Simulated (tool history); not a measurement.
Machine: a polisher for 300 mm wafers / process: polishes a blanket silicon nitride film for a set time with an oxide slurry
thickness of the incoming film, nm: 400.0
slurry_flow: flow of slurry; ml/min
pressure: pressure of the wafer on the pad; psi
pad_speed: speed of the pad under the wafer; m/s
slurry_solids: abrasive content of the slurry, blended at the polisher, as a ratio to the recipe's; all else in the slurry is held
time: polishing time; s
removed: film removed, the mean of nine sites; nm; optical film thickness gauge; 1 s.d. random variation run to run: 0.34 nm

run	day	slurry_flow	pressure	pad_speed	slurry_solids	time	removed
1	0	150	3.2	0.86	1	127	67.08
2	0.05	150	2.9	0.84	1	127	59.245
3	0.162	150	2.9	0.84	1	133	62.289
4	0.438	150	2.6	0.84	1	133	56.918
5	0.808	150	3.3	0.84	1	133	72.325
6	0.908	150	2.9	0.82	1	133	61.692

Predict the results of run 7:
7	1.15	135	2	0.76	1	133	?

{"run 7": {"removed": 40.61}}

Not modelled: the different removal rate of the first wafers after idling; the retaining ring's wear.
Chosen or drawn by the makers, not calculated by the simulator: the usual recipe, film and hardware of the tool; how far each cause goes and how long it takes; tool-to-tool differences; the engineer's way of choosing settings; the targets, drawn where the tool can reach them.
